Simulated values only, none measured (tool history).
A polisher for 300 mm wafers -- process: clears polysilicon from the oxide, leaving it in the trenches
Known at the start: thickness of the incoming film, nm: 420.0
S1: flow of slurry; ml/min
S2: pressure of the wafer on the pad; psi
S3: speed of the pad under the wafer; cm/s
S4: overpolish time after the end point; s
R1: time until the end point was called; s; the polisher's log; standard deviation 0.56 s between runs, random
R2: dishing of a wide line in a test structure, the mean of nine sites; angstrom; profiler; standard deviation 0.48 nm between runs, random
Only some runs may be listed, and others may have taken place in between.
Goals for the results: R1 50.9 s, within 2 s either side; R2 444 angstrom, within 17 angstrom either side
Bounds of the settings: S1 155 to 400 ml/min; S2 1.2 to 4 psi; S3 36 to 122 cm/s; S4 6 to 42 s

run 1 hour=0 | S1=255 S2=2.6 S3=78 S4=21 | R1=40.095 R2=460.87
run 2 hour=4.4 | S1=255 S2=2.6 S3=78 S4=29 | R1=39.887 R2=467.07
run 3 hour=7.2 | S1=255 S2=2.6 S3=86 S4=29 | R1=37.312 R2=480.91
run 4 hour=11.8 | S1=255 S2=2.6 S3=86 S4=32 | R1=36.596 R2=468.68
run 5 hour=12.8 | S1=265 S2=2.5 S3=84 S4=34 | R1=38.633 R2=472.41
run 6 hour=21.7 | S1=265 S2=2.8 S3=84 S4=34 | R1=35.421 R2=473.32
run 7 hour=28.8 | S1=280 S2=2.6 S3=82 S4=30 | R1=37.488 R2=473.82
run 8 hour=36.6 | S1=255 S2=2.5 S3=80 S4=28 | R1=40.755 R2=468.91
run 9 hour=37.3 | S1=250 S2=2.4 S3=78 S4=24 | R1=42.453 R2=469.43
run 10 hour=39.3 | S1=255 S2=2.4 S3=74 S4=21 | R1=45.554 R2=470.51
run 11 hour=47.9 | S1=235 S2=2.4 S3=72 S4=18 | R1=46.839 R2=463.23
run 12 hour=53.3 | S1=225 S2=2.4 S3=70 S4=16 | R1=47.745 R2=459.09
run 13 hour=62.3 | S1=215 S2=2.4 S3=70 S4=14 | R1=47.972 R2=450.29
run 14 hour=67.6 | S1=205 S2=2.2 S3=70 S4=11 | R1=53.405 R2=413.92
run 15 hour=70.4 | S1=215 S2=2.2 S3=70 S4=11 | R1=51.584 R2=417.73
run 16 hour=76.6 | S1=285 S2=2 S3=70 S4=21 | R1=54.546 R2=462.61
run 17 hour=78.1 | S1=275 S2=2 S3=70 S4=20 | R1=55.102 R2=455.93
run 18 hour=82.6 | S1=270 S2=2 S3=70 S4=19 | R1=55.611 R2=464.88
run 19 hour=88.5 | S1=260 S2=2 S3=70 S4=18 | R1=54.673 R2=451.61
run 20 hour=92.2 | S1=255 S2=2 S3=70 S4=18 | R1=54.955 R2=457.89
run 21 hour=95.5 | S1=250 S2=2 S3=70 S4=17 | R1=55.732 R2=454.29
run 22 hour=100.4 | S1=250 S2=2 S3=70 S4=17 | R1=55.625 R2=456.66
run 23 hour=105.6 | S1=245 S2=2 S3=70 S4=16 | R1=55.021 R2=458.71
run 24 hour=111.9 | S1=245 S2=2 S3=70 S4=15 | R1=55.099 R2=441.95

Pick the move, out of 5, that brings all results within their allowed miss; only one does.
run A hour=118.2 | S1=325 S2=1.5 S3=80 S4=16 | R1=? R2=?
run B hour=118.2 | S1=230 S2=1.8 S3=78 S4=16 | R1=? R2=?
run C hour=118.2 | S1=215 S2=2.6 S3=62 S4=15 | R1=? R2=?
run D hour=118.2 | S1=230 S2=2 S3=70 S4=17 | R1=? R2=?
run E hour=118.2 | S1=210 S2=1.7 S3=74 S4=17 | R1=? R2=?

move=A R1=60.704 R2=441.17
move=B R1=55.491 R2=448.2
move=C R1=49.919 R2=451.04
move=D R1=55.847 R2=451.88
move=E R1=61.68 R2=444.81
A: moves away from the targets compared with the last run
B: moves away from the targets compared with the last run
C: meets every target
D: moves away from the targets compared with the last run
E: moves away from the targets compared with the last run
Go with C: it meets all targets.
